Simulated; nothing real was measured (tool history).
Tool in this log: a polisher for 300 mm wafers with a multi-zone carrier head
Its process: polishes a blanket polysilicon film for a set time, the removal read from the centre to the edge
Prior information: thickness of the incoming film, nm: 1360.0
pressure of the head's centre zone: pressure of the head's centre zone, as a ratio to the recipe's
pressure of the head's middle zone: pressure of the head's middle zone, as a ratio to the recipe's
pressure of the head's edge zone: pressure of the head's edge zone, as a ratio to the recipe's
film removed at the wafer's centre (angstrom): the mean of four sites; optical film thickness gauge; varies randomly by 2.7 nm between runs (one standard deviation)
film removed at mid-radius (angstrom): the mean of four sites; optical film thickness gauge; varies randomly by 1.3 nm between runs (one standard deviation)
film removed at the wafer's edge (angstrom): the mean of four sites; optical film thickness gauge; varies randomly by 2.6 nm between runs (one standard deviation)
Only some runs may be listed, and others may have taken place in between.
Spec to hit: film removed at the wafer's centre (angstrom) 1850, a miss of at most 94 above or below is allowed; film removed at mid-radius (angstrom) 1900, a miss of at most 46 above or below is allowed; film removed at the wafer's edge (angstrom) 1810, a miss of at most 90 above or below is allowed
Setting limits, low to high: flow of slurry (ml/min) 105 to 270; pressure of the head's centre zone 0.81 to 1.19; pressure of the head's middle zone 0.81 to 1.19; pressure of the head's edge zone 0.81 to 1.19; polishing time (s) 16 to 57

| run | day | flow of slurry (ml/min) | pressure of the head's centre zone | pressure of the head's middle zone | pressure of the head's edge zone | polishing time (s) | film removed at the wafer's centre (angstrom) | film removed at mid-radius (angstrom) | film removed at the wafer's edge (angstrom) |
|---|---|---|---|---|---|---|---|---|---|
| 1 | 0 | 175 | 1 | 1 | 1 | 36 | 2608.3 | 2730.8 | 2713.3 |
| 2 | 0.054 | 175 | 1 | 1 | 0.98 | 35 | 2528 | 2671.2 | 2603.5 |
| 3 | 0.108 | 175 | 1 | 1 | 1.04 | 35 | 2600.7 | 2666.5 | 2667.3 |
| 4 | 0.35 | 175 | 1 | 1 | 1.04 | 28 | 2016.7 | 2145.2 | 2201.5 |
| 5 | 0.442 | 175 | 1.06 | 1 | 1.04 | 28 | 2217.1 | 2136.7 | 2136.3 |
| 6 | 0.696 | 175 | 1.06 | 0.97 | 1.04 | 28 | 2174.5 | 2072.1 | 2184.9 |
| 7 | 0.838 | 170 | 1.06 | 0.97 | 1.02 | 28 | 2228.5 | 2053 | 2169.6 |
| 8 | 0.925 | 170 | 1.06 | 0.98 | 1.01 | 27 | 2119.1 | 2027.9 | 2034.6 |
| 9 | 1.292 | 165 | 1.06 | 0.98 | 1 | 27 | 2137.6 | 1998 | 2062.9 |
| 10 | 1.408 | 165 | 1.06 | 0.98 | 0.99 | 27 | 2085 | 1990.4 | 2011.1 |
| 11 | 1.783 | 160 | 1.06 | 0.98 | 0.98 | 27 | 2001.2 | 1991.8 | 2027.1 |
| 12 | 2.088 | 165 | 1.09 | 1 | 0.88 | 24 | 1921.1 | 1814.8 | 1676.2 |
| 13 | 2.358 | 165 | 1.09 | 1 | 0.88 | 24 | 1953.1 | 1797.2 | 1738.2 |
| 14 | 2.725 | 165 | 1.08 | 1 | 0.88 | 24 | 1872.4 | 1801.6 | 1738.4 |
| 15 | 2.842 | 175 | 1.06 | 1.01 | 0.9 | 24 | 1868.9 | 1842.3 | 1761.6 |

Below are 4 possible settings for the next run. Only one of them brings all results inside the allowed miss of their targets. Which is it?
| A | 2.958 | 155 | 1.02 | 1.03 | 0.91 | 24 | ? | ? | ? |
| B | 2.958 | 195 | 0.99 | 0.98 | 0.87 | 25 | ? | ? | ? |
| C | 2.958 | 115 | 0.98 | 1 | 0.95 | 26 | ? | ? | ? |
| D | 2.958 | 170 | 1.01 | 0.89 | 0.92 | 26 | ? | ? | ? |

| move | film removed at the wafer's centre (angstrom) | film removed at mid-radius (angstrom) | film removed at the wafer's edge (angstrom) |
|---|---|---|---|
| A | 1739.3 | 1837.5 | 1710.9 |
| B | 1841.7 | 1914 | 1801.1 |
| C | 1662.5 | 1802.2 | 1795.3 |
| D | 1902.2 | 1793.5 | 1890.9 |
A: its largest miss is bigger than the last run's
B: every result lands within tolerance
C: its largest miss is bigger than the last run's
D: its largest miss is bigger than the last run's
B is the move that brings every result within its allowed miss.
